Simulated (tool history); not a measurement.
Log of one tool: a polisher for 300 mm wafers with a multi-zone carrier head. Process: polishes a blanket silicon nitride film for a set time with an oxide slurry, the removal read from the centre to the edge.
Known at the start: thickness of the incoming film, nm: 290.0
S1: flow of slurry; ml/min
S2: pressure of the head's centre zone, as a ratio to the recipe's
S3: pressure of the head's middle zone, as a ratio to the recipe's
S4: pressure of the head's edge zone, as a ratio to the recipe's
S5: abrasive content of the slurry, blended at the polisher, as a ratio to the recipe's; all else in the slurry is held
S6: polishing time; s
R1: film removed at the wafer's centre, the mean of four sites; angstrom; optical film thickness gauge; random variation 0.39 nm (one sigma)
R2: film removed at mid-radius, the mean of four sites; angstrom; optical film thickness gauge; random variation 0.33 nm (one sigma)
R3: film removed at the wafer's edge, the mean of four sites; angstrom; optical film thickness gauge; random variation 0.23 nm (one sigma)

| run | day | S1 | S2 | S3 | S4 | S5 | S6 | R1 | R2 | R3 |
|---|---|---|---|---|---|---|---|---|---|---|
| 1 | 0 | 170 | 1 | 1 | 1 | 1 | 38 | 371.08 | 371.17 | 371.98 |
| 2 | 0.325 | 160 | 1.01 | 0.94 | 1 | 0.85 | 37 | 328.83 | 302.79 | 324.86 |
| 3 | 0.558 | 185 | 1.01 | 0.94 | 1 | 0.85 | 37 | 333.34 | 313.68 | 329.67 |
| 4 | 0.633 | 185 | 1.01 | 0.94 | 1.04 | 0.85 | 37 | 335.29 | 310.16 | 331.29 |
| 5 | 1.004 | 185 | 1.01 | 1.01 | 1.04 | 0.85 | 37 | 328.47 | 333.05 | 330.57 |
| 6 | 1.154 | 185 | 1.01 | 1.01 | 1.04 | 0.85 | 32 | 287.01 | 282.67 | 287.4 |

The next listed run, before its measurement:
| 7 | 1.433 | 175 | 1.02 | 0.97 | 1.05 | 0.85 | 32 | ? | ? | ? |

{"run 7": {"R1": 284.51, "R2": 276.01, "R3": 285.78}}
